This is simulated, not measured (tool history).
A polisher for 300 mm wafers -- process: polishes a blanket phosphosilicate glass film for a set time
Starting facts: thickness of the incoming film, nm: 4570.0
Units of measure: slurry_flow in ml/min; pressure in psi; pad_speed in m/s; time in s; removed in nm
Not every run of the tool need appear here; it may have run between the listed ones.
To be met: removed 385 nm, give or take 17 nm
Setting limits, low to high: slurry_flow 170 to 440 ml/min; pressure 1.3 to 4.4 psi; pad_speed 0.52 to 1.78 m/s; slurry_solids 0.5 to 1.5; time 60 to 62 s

{"run": 1, "hour": 0.0, "slurry_flow": 280, "pressure": 2.8, "pad_speed": 1.14, "slurry_solids": 1, "time": 60, "removed": 475.49}
{"run": 2, "hour": 6.0, "slurry_flow": 280, "pressure": 2.8, "pad_speed": 1.14, "slurry_solids": 1, "time": 62, "removed": 500}
{"run": 3, "hour": 9.6, "slurry_flow": 280, "pressure": 2.7, "pad_speed": 1.14, "slurry_solids": 1, "time": 62, "removed": 472.66}
{"run": 4, "hour": 12.7, "slurry_flow": 305, "pressure": 2.7, "pad_speed": 1.14, "slurry_solids": 1, "time": 62, "removed": 495.31}
{"run": 5, "hour": 20.1, "slurry_flow": 305, "pressure": 2.7, "pad_speed": 1.14, "slurry_solids": 1.1, "time": 62, "removed": 505.16}
{"run": 6, "hour": 27.3, "slurry_flow": 305, "pressure": 2.7, "pad_speed": 1.14, "slurry_solids": 1.25, "time": 62, "removed": 548.67}
{"run": 7, "hour": 35.6, "slurry_flow": 305, "pressure": 2.6, "pad_speed": 1.14, "slurry_solids": 1.25, "time": 62, "removed": 512.19}
{"run": 8, "hour": 36.8, "slurry_flow": 300, "pressure": 2.5, "pad_speed": 1.14, "slurry_solids": 1.25, "time": 62, "removed": 496.98}

Next run, 5 choices. One meets every target within its allowed miss, the rest don't. Which?
{"run": "A", "hour": 38.0, "slurry_flow": 345, "pressure": 2.9, "pad_speed": 0.88, "slurry_solids": 1.05, "time": 61, "removed": "?"}
{"run": "B", "hour": 38.0, "slurry_flow": 280, "pressure": 2.1, "pad_speed": 1.06, "slurry_solids": 1.05, "time": 60, "removed": "?"}
{"run": "C", "hour": 38.0, "slurry_flow": 230, "pressure": 3, "pad_speed": 1.32, "slurry_solids": 1.15, "time": 62, "removed": "?"}
{"run": "D", "hour": 38.0, "slurry_flow": 325, "pressure": 2.3, "pad_speed": 0.98, "slurry_solids": 1.15, "time": 60, "removed": "?"}
{"run": "E", "hour": 38.0, "slurry_flow": 370, "pressure": 2, "pad_speed": 1.26, "slurry_solids": 1.15, "time": 61, "removed": "?"}

move=A removed=440.33
move=B removed=361.82
move=C removed=644.64
move=D removed=392.17
move=E removed=430.32
A: nearer than the last run, and not there yet
B: pushes the last run's worst result past its target
C: the biggest miss grows against the last run
D: hits every target within its allowed miss
E: nearer than the last run, and not there yet
D is the move that brings every result within its allowed miss.

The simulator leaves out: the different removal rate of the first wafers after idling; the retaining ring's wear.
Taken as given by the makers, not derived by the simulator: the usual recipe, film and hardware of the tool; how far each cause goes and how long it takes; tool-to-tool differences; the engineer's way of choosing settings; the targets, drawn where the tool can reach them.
